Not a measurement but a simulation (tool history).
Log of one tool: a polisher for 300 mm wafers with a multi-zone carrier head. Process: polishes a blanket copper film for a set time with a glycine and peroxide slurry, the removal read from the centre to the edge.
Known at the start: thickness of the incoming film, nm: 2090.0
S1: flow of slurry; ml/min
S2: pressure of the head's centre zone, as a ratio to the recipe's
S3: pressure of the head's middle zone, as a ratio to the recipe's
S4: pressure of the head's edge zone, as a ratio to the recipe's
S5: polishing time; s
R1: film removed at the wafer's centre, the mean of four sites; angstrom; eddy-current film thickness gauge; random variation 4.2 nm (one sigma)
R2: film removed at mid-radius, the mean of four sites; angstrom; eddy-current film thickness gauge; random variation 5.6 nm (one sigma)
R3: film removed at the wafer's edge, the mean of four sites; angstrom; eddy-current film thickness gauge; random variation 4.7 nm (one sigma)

run 1 hour=0.0 | S1=310 S2=1.00 S3=1.00 S4=1.00 S5=47 | R1=2788.6 R2=2737.7 R3=2712.2
run 2 hour=3.9 | S1=310 S2=1.01 S3=0.98 S4=1.05 S5=53 | R1=3116.9 R2=3124.4 R3=3119.3
run 3 hour=5.7 | S1=310 S2=1.01 S3=1.03 S4=1.05 S5=53 | R1=3160.8 R2=3245.5 R3=3165.2
run 4 hour=9.6 | S1=310 S2=1.01 S3=0.95 S4=1.05 S5=53 | R1=3187.5 R2=3089.5 R3=3068.7
run 5 hour=18.4 | S1=310 S2=1.08 S3=0.95 S4=1.05 S5=53 | R1=3412.5 R2=2995.5 R3=3146.2
run 6 hour=27.2 | S1=270 S2=1.09 S3=0.95 S4=1.10 S5=57 | R1=3641.9 R2=3157.6 R3=3429.3

Run 7 comes next. What will it give?
run 7 hour=31.5 | S1=245 S2=1.09 S3=0.97 S4=1.13 S5=60 | R1=? R2=? R3=?

Run 7 gave R1 3728.6 angstrom, R2 3307.7 angstrom, R3 3585.2 angstrom.

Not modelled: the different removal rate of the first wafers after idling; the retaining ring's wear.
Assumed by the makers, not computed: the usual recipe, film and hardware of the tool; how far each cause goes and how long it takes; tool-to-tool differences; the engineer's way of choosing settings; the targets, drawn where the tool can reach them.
